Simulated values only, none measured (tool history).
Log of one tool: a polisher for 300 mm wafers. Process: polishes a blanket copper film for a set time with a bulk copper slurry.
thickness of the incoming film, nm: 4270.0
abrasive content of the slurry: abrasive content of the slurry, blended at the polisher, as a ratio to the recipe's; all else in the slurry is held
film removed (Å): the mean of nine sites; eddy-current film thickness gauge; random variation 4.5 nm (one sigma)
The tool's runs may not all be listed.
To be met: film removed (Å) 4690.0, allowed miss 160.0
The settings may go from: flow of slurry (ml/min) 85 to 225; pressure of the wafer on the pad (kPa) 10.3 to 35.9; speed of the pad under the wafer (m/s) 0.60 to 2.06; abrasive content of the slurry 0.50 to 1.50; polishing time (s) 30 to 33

run	day	flow of slurry (ml/min)	pressure of the wafer on the pad (kPa)	speed of the pad under the wafer (m/s)	abrasive content of the slurry	polishing time (s)	film removed (Å)
1	0.000	145	22.8	1.32	1.00	33	3654.5
2	0.175	150	24.1	1.32	1.00	33	4010.2
3	0.529	150	24.1	1.32	1.20	33	4116.4
4	0.825	155	24.8	1.32	1.20	33	4281.3
5	1.050	155	24.8	1.32	1.05	33	4152.3
6	1.338	160	25.5	1.32	1.05	33	4276.2
7	1.696	160	26.2	1.32	1.05	33	4410.1
8	1.867	165	26.9	1.32	1.05	33	4462.2
# day 1.971: slurry nozzle cleaned
9	1.971	165	28.3	1.32	1.05	33	4865.2

Which of these 4 next moves meets every target?
A	2.075	160	29.0	1.36	1.10	32	?
B	2.075	150	29.0	1.32	1.15	33	?
C	2.075	195	32.4	1.24	1.00	30	?
D	2.075	145	31.7	1.26	1.10	33	?

move	film removed (Å)
A	5094.0
B	5101.3
C	4842.4
D	5187.7
A: further off than the last run
B: further off than the last run
C: meets every target
D: further off than the last run
Answer: C
